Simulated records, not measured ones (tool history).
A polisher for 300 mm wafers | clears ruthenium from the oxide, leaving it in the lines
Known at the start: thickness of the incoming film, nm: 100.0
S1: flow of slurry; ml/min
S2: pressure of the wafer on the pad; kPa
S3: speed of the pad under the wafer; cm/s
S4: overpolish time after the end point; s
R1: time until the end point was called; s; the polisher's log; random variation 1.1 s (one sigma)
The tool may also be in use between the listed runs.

run,day,S1,S2,S3,S4,R1
1,0,145,11,124,13,99.686
2,0.167,145,11,124,10,98.87
3,0.508,145,11.7,124,10,95.544
4,0.629,145,10.3,124,10,103.24
5,0.662,145,11.7,126,10,93.883
6,0.838,145,11.7,106,10,107.78
7,1.075,145,13.1,108,10,98.073
8,1.338,145,14.5,110,10,86.653
9,1.654,145,15.2,110,10,83.347

Forecast run 10:
10,1.942,145,15.9,110,10,?

{"run 10": {"R1": 79.827}}
